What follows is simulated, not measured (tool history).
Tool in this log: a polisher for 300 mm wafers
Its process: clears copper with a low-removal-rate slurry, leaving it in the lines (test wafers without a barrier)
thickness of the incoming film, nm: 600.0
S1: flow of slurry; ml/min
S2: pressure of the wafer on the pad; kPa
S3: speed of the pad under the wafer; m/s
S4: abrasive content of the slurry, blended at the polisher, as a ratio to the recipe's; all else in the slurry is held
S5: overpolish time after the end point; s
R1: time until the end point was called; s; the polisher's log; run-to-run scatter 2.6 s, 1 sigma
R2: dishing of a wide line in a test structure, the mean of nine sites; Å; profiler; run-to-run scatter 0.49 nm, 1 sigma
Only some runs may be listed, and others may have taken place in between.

run 1 hour=0 | S1=140 S2=26.2 S3=1.36 S4=1 S5=16 | R1=95.513 R2=538.6
run 2 hour=7.8 | S1=140 S2=26.2 S3=1.7 S4=1 S5=16 | R1=78.23 R2=638.13
run 3 hour=15 | S1=140 S2=26.2 S3=1.44 S4=1 S5=16 | R1=90.493 R2=576.6
run 4 hour=22.4 | S1=140 S2=26.2 S3=1.44 S4=0.9 S5=16 | R1=90.643 R2=571.63
run 5 hour=27.6 | S1=145 S2=22.8 S3=1.38 S4=1 S5=13 | R1=104.98 R2=419.64
run 6 hour=34.6 | S1=145 S2=20 S3=1.36 S4=1 S5=11 | R1=129.03 R2=333.44
run 7 hour=42.6 | S1=150 S2=18.6 S3=1.36 S4=1.05 S5=9 | R1=129.24 R2=262.33
run 8 hour=49.9 | S1=150 S2=17.2 S3=1.36 S4=1.05 S5=9 | R1=142.29 R2=255.7
-- hour=53.9 slurry nozzle cleaned
run 9 hour=53.9 | S1=150 S2=16.5 S3=1.36 S4=1.05 S5=8 | R1=140.05 R2=224.92
run 10 hour=55.3 | S1=145 S2=13.8 S3=1.34 S4=1.05 S5=9 | R1=176.2 R2=199.35
run 11 hour=59.4 | S1=145 S2=13.8 S3=1.34 S4=1.05 S5=9 | R1=164.84 R2=221.43
run 12 hour=61.1 | S1=150 S2=15.9 S3=1.36 S4=1.05 S5=6 | R1=148.21 R2=171.26

Run 13, settings as shown, results not yet in. Your forecast:
run 13 hour=65.3 | S1=150 S2=15.9 S3=1.34 S4=1.05 S5=7 | R1=? R2=?

R1: 149.5 s
R2: 192.08 Å
